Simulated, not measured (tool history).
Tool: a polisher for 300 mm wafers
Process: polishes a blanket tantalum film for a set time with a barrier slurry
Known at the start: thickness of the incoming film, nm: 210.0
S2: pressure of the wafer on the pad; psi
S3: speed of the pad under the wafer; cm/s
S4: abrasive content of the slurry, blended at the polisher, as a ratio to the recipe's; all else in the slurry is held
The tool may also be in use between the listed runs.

Run 1, hour 0.0: flow of slurry (ml/min) 140, S2 2.5 psi, S3 100 cm/s, S4 1.0, polishing time (s) 24. Result: film removed (angstrom) 455.95.
Run 2, hour 6.4: flow of slurry (ml/min) 135, S2 2.1 psi, S3 98 cm/s, S4 1.0, polishing time (s) 24. Result: film removed (angstrom) 370.16.
Run 3, hour 7.1: flow of slurry (ml/min) 130, S2 1.9 psi, S3 98 cm/s, S4 1.0, polishing time (s) 24. Result: film removed (angstrom) 338.56.
Run 4, hour 11.1: flow of slurry (ml/min) 95, S2 1.9 psi, S3 98 cm/s, S4 1.0, polishing time (s) 24. Result: film removed (angstrom) 310.63.
Run 5, hour 13.7: flow of slurry (ml/min) 95, S2 1.8 psi, S3 98 cm/s, S4 1.0, polishing time (s) 24. Result: film removed (angstrom) 291.45.
Run 6, hour 17.2: flow of slurry (ml/min) 95, S2 1.8 psi, S3 106 cm/s, S4 1.0, polishing time (s) 24. Result: film removed (angstrom) 319.05.

What will run 7 give?
Run 7, hour 19.2: flow of slurry (ml/min) 95, S2 1.6 psi, S3 106 cm/s, S4 1.0, polishing time (s) 24. Result: film removed (angstrom) ?.

film removed (angstrom): 286.12

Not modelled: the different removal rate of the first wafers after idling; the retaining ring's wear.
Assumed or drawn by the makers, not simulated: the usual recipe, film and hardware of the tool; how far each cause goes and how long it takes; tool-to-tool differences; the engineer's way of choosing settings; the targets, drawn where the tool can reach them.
